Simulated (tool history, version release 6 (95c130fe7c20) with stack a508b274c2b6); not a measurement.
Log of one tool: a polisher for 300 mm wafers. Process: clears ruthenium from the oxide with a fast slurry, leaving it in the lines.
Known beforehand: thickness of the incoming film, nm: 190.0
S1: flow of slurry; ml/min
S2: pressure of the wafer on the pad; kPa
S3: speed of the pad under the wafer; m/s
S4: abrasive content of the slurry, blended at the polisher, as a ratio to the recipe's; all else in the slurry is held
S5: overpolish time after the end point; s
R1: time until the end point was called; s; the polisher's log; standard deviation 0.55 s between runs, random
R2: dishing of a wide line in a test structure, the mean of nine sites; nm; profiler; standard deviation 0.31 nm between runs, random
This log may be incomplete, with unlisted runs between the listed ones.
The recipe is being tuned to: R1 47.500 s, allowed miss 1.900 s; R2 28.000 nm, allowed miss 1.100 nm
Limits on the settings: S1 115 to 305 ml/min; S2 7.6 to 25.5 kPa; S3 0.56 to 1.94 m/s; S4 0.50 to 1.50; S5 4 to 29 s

run 1 hour=0.0 | S1=195 S2=16.5 S3=1.24 S4=1.00 S5=15 | R1=53.041 R2=49.924
run 2 hour=5.3 | S1=200 S2=16.5 S3=1.24 S4=1.00 S5=13 | R1=52.421 R2=44.506
run 3 hour=7.3 | S1=200 S2=14.5 S3=1.24 S4=1.00 S5=13 | R1=61.108 R2=39.250
run 4 hour=11.2 | S1=200 S2=14.5 S3=1.12 S4=1.00 S5=13 | R1=67.222 R2=36.123
run 5 hour=15.9 | S1=205 S2=15.2 S3=1.12 S4=1.00 S5=12 | R1=64.663 R2=34.951
run 6 hour=20.0 | S1=205 S2=15.9 S3=1.12 S4=1.00 S5=11 | R1=62.127 R2=33.421
run 7 hour=27.7 | S1=205 S2=16.5 S3=1.12 S4=1.00 S5=10 | R1=58.435 R2=32.101
run 8 hour=30.8 | S1=205 S2=17.2 S3=1.12 S4=1.00 S5=9 | R1=56.440 R2=30.248
run 9 hour=35.5 | S1=205 S2=17.9 S3=1.12 S4=1.00 S5=9 | R1=54.547 R2=31.324
run 10 hour=42.7 | S1=205 S2=18.6 S3=1.12 S4=1.00 S5=9 | R1=51.998 R2=31.286
run 11 hour=49.7 | S1=210 S2=20.0 S3=1.10 S4=1.00 S5=8 | R1=49.861 R2=30.862

Which of these 4 next moves meets every target?
run A hour=56.7 | S1=210 S2=19.3 S3=1.18 S4=1.05 S5=9 | R1=? R2=?
run B hour=56.7 | S1=185 S2=22.1 S3=1.12 S4=1.00 S5=8 | R1=? R2=?
run C hour=56.7 | S1=215 S2=18.6 S3=1.28 S4=0.90 S5=7 | R1=? R2=?
run D hour=56.7 | S1=200 S2=20.0 S3=1.16 S4=1.00 S5=9 | R1=? R2=?

move=A R1=47.444 R2=34.566
move=B R1=45.204 R2=32.412
move=C R1=48.227 R2=26.923
move=D R1=47.739 R2=34.368
A: moves away from the targets compared with the last run
B: moves away from the targets compared with the last run
C: every result lands within tolerance
D: moves away from the targets compared with the last run
So the answer is move C, the one that meets all the targets.
